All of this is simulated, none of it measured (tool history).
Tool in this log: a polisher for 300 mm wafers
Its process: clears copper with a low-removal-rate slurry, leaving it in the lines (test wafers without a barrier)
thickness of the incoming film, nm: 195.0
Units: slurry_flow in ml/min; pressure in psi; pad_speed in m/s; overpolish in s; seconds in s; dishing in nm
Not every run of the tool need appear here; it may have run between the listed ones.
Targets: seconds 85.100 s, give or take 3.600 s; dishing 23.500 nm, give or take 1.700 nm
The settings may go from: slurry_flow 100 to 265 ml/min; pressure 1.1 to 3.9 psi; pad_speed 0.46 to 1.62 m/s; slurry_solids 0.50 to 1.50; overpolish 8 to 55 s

run 1 hour=0.0 | slurry_flow=170 pressure=2.5 pad_speed=1.04 slurry_solids=1.00 overpolish=28 | seconds=86.239 dishing=42.182
run 2 hour=8.5 | slurry_flow=170 pressure=2.8 pad_speed=1.04 slurry_solids=1.00 overpolish=28 | seconds=77.507 dishing=45.612
run 3 hour=16.3 | slurry_flow=170 pressure=2.7 pad_speed=1.04 slurry_solids=1.00 overpolish=23 | seconds=80.671 dishing=39.238
run 4 hour=17.5 | slurry_flow=170 pressure=2.6 pad_speed=1.06 slurry_solids=1.00 overpolish=19 | seconds=81.214 dishing=32.610
run 5 hour=21.7 | slurry_flow=170 pressure=2.6 pad_speed=1.06 slurry_solids=1.00 overpolish=17 | seconds=81.791 dishing=29.805
run 6 hour=28.1 | slurry_flow=170 pressure=2.6 pad_speed=1.06 slurry_solids=1.00 overpolish=16 | seconds=80.771 dishing=28.218
run 7 hour=36.1 | slurry_flow=170 pressure=2.6 pad_speed=1.06 slurry_solids=1.00 overpolish=15 | seconds=82.758 dishing=27.412
run 8 hour=41.3 | slurry_flow=170 pressure=2.6 pad_speed=1.06 slurry_solids=1.00 overpolish=14 | seconds=84.035 dishing=25.858

Which one of the following 5 next-run settings gets every result inside its allowed miss? There is exactly one.
run A hour=46.5 | slurry_flow=210 pressure=1.5 pad_speed=1.44 slurry_solids=1.20 overpolish=13 | seconds=? dishing=?
run B hour=46.5 | slurry_flow=165 pressure=2.4 pad_speed=1.00 slurry_solids=1.00 overpolish=12 | seconds=? dishing=?
run C hour=46.5 | slurry_flow=180 pressure=2.0 pad_speed=1.24 slurry_solids=1.40 overpolish=13 | seconds=? dishing=?
run D hour=46.5 | slurry_flow=195 pressure=3.0 pad_speed=0.86 slurry_solids=1.05 overpolish=19 | seconds=? dishing=?
run E hour=46.5 | slurry_flow=145 pressure=2.3 pad_speed=1.06 slurry_solids=1.10 overpolish=14 | seconds=? dishing=?

move=A seconds=96.515 dishing=20.596
move=B seconds=93.619 dishing=20.064
move=C seconds=84.536 dishing=23.336
move=D seconds=84.253 dishing=32.561
move=E seconds=93.091 dishing=23.017
A: takes the result that was furthest off past its target
B: takes the result that was furthest off past its target
C: each result inside its tolerance
D: its largest miss is bigger than the last run's
E: the worst result of the last run now meets its target, but another is out of spec
The right move is C.

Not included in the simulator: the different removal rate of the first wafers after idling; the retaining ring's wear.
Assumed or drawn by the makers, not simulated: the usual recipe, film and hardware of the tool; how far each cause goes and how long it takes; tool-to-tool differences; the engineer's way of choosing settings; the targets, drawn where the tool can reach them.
